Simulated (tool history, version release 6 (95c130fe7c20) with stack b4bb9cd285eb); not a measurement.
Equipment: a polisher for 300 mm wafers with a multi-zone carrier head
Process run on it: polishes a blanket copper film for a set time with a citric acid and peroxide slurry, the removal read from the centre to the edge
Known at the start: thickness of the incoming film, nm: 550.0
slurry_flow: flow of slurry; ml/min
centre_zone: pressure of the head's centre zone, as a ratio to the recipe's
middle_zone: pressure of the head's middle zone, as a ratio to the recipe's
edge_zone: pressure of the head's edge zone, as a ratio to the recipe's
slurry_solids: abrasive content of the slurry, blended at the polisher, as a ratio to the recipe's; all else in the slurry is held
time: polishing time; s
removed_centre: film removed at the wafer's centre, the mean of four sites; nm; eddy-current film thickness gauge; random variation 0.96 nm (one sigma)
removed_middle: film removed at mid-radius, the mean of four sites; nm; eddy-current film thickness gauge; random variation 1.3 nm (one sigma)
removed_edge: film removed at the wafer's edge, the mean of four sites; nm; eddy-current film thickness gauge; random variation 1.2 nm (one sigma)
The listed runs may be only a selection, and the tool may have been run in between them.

run 1 hour=0 | slurry_flow=205 centre_zone=1 middle_zone=1 edge_zone=1 slurry_solids=1 time=42 | removed_centre=160.15 removed_middle=151.81 removed_edge=162.62
run 2 hour=1 | slurry_flow=205 centre_zone=1.04 middle_zone=1 edge_zone=1 slurry_solids=1 time=42 | removed_centre=164.68 removed_middle=154.64 removed_edge=161.53
run 3 hour=6.8 | slurry_flow=205 centre_zone=1.04 middle_zone=1 edge_zone=1 slurry_solids=0.8 time=42 | removed_centre=158.83 removed_middle=149.98 removed_edge=154.41
run 4 hour=11.6 | slurry_flow=205 centre_zone=1.04 middle_zone=1 edge_zone=1 slurry_solids=0.8 time=51 | removed_centre=195.33 removed_middle=183.35 removed_edge=187.23
run 5 hour=15.3 | slurry_flow=200 centre_zone=1.05 middle_zone=0.97 edge_zone=1 slurry_solids=0.75 time=48 | removed_centre=183.19 removed_middle=166.22 removed_edge=176.48
run 6 hour=20.1 | slurry_flow=200 centre_zone=1.05 middle_zone=0.95 edge_zone=0.99 slurry_solids=0.7 time=45 | removed_centre=170.68 removed_middle=156.59 removed_edge=163.31
run 7 hour=27.3 | slurry_flow=195 centre_zone=1.06 middle_zone=0.93 edge_zone=1 slurry_solids=0.7 time=42 | removed_centre=158.08 removed_middle=139.51 removed_edge=154.61
run 8 hour=28.3 | slurry_flow=195 centre_zone=1.07 middle_zone=0.92 edge_zone=0.99 slurry_solids=0.65 time=40 | removed_centre=151.83 removed_middle=131.09 removed_edge=142.38
run 9 hour=35.4 | slurry_flow=190 centre_zone=1.07 middle_zone=0.9 edge_zone=0.99 slurry_solids=0.65 time=39 | removed_centre=146.43 removed_middle=125.75 removed_edge=140.4
run 10 hour=37.7 | slurry_flow=185 centre_zone=1.07 middle_zone=0.89 edge_zone=0.99 slurry_solids=0.65 time=38 | removed_centre=141.48 removed_middle=118.74 removed_edge=135.53

For run 11, what comes out?
run 11 hour=46.2 | slurry_flow=180 centre_zone=1.07 middle_zone=0.88 edge_zone=0.98 slurry_solids=0.65 time=37 | removed_centre=? removed_middle=? removed_edge=?

removed_centre: 138.64 nm
removed_middle: 113.45 nm
removed_edge: 127.95 nm
